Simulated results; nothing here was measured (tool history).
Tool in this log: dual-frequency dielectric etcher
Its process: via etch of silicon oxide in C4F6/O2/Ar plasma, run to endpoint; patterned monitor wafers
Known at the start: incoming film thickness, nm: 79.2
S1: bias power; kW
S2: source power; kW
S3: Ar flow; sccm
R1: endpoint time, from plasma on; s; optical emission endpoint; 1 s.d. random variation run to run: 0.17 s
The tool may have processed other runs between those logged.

{"run": 1, "hour": 0.0, "S1": 0.348, "S2": 0.45, "S3": 284, "R1": 19.164}
{"run": 2, "hour": 5.2, "S1": 0.348, "S2": 0.48, "S3": 284, "R1": 19.181}
{"run": 3, "hour": 8.4, "S1": 0.329, "S2": 0.47, "S3": 289, "R1": 19.374}
{"run": 4, "hour": 12.9, "S1": 0.313, "S2": 0.45, "S3": 293, "R1": 20.227}
{"run": 5, "hour": 18.5, "S1": 0.313, "S2": 0.52, "S3": 293, "R1": 19.19}
{"run": 6, "hour": 24.9, "S1": 0.299, "S2": 0.51, "S3": 296, "R1": 19.641}
{"run": 7, "hour": 28.4, "S1": 0.287, "S2": 0.5, "S3": 299, "R1": 20.144}
{"run": 8, "hour": 37.2, "S1": 0.277, "S2": 0.49, "S3": 301, "R1": 20.584}
{"run": 9, "hour": 39.0, "S1": 0.269, "S2": 0.48, "S3": 302, "R1": 20.657}
{"run": 10, "hour": 46.5, "S1": 0.261, "S2": 0.47, "S3": 304, "R1": 21.029}

Predict the results of run 11:
{"run": 11, "hour": 50.9, "S1": 0.254, "S2": 0.46, "S3": 306, "R1": "?"}

R1: 21.516 s
